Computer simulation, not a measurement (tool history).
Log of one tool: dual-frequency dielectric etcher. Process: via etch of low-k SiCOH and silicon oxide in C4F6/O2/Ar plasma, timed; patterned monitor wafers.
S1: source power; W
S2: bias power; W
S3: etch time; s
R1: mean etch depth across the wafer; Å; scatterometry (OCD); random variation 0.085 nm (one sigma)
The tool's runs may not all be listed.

Run 1, hour 0.0: S1 290 W, S2 218 W, S3 19.5 s. Result: R1 432.66 Å.
Run 2, hour 1.0: S1 330 W, S2 218 W, S3 19.5 s. Result: R1 453.63 Å.
Run 3, hour 2.9: S1 300 W, S2 206 W, S3 19.5 s. Result: R1 426.67 Å.
Run 4, hour 6.9: S1 300 W, S2 206 W, S3 18.0 s. Result: R1 393.51 Å.
Run 5, hour 15.0: S1 300 W, S2 206 W, S3 18.0 s. Result: R1 394.33 Å.
Run 6, hour 17.7: S1 290 W, S2 205 W, S3 18.0 s. Result: R1 388.85 Å.

Forecast run 7:
Run 7, hour 19.0: S1 280 W, S2 204 W, S3 18.0 s. Result: R1 ?.

{"run 7": {"R1": 383.5}}
